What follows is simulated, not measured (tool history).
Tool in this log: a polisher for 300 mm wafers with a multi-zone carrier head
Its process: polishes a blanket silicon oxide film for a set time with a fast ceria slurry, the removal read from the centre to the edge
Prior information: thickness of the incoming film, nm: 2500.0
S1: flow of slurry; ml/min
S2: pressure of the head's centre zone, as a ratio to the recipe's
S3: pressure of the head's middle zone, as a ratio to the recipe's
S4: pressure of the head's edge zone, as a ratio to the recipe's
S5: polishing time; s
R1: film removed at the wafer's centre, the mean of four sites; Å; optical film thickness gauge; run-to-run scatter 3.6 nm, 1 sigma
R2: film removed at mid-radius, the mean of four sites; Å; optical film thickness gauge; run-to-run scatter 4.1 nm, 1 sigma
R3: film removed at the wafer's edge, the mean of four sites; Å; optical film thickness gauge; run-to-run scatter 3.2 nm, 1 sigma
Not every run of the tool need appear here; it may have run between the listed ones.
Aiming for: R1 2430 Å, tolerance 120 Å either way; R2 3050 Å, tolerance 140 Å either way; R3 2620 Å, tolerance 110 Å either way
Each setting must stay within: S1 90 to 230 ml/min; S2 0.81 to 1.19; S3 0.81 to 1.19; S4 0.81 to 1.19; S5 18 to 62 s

run  hour   S1    S2    S3    S4  S5      R1      R2      R3
  1     0  150     1     1     1  40  3118.5  3059.9  3062.3
  2   7.3  145  0.98  1.02  0.98  40  3050.1  3182.6  2973.7
  3  10.8  140  0.96  1.02  0.97  40  2907.9    3026  3010.2
  4  11.7  140  0.95  1.04  0.96  39  2764.7  3049.7  2914.2
  5  17.3  140     1  1.04  0.96  39  3009.9  3021.1  2881.9
  6    24  140     1  1.01  0.96  39  2996.6    2972  2876.7
  7  29.5  135  0.98  1.03  0.94  39  2895.8  3084.6  2805.1
  8  33.1  130  0.97  1.03  0.93  39    2935  2871.2    2817
  9  40.5  135  0.96  1.04  0.92  38  2833.4  2979.1  2733.6
 10  46.4  135  0.95  1.05  0.92  38  2776.6  2993.6  2782.1
 11    52  135  0.94  1.06  0.91  38  2633.1  2996.3    2779
 12  52.9  135  0.94  1.07   0.9  38  2666.3  2998.8  2733.8

5 candidate next runs follow, results not yet known. Just one meets every target within its allowed miss. Identify it.
  A  53.8  145  0.89  1.15   0.9  36   ?   ?   ?
  B  53.8  140  0.98  1.11  0.92  37   ?   ?   ?
  C  53.8   95  0.95  0.99  1.03  42   ?   ?   ?
  D  53.8  155  1.04  1.04  0.91  36   ?   ?   ?
  E  53.8  150  1.06  1.07  0.87  33   ?   ?   ?

move      R1      R2      R3
   A  2449.6  3081.4  2656.4
   B  2738.4  3049.3  2737.1
   C  2699.6  2852.6  3023.3
   D  2883.7  2862.9  2694.5
   E  2674.2  2671.5  2423.2
A: meets every target
B: moves away from the targets compared with the last run
C: moves away from the targets compared with the last run
D: moves away from the targets compared with the last run
E: moves away from the targets compared with the last run
Correct choice: A, which meets every target
